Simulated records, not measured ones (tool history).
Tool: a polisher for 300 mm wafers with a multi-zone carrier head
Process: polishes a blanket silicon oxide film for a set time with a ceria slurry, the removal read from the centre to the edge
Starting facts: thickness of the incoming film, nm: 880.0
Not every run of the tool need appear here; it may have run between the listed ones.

run	hour	flow of slurry (ml/min)	pressure of the head's centre zone	pressure of the head's middle zone	pressure of the head's edge zone	polishing time (s)	film removed at the wafer's centre (nm)	film removed at mid-radius (nm)	film removed at the wafer's edge (nm)
1	0.0	205	1.00	1.00	1.00	56	221.05	214.87	206.67
2	2.7	185	0.94	1.02	0.99	52	191.56	201.10	188.46
3	9.0	170	0.90	1.04	1.01	49	168.93	189.28	177.42
4	13.2	170	0.86	1.04	1.01	49	156.50	189.39	177.72
5	19.5	170	0.86	1.04	1.09	49	158.21	189.61	184.66
6	21.5	160	0.84	1.04	1.04	48	148.64	185.12	175.12
7	29.9	155	0.83	1.03	1.01	48	148.50	181.88	171.93

The next listed run, before its measurement:
8	32.8	150	0.82	1.04	1.00	47	?	?	?

film removed at the wafer's centre (nm): 140.81
film removed at mid-radius (nm): 179.86
film removed at the wafer's edge (nm): 166.24
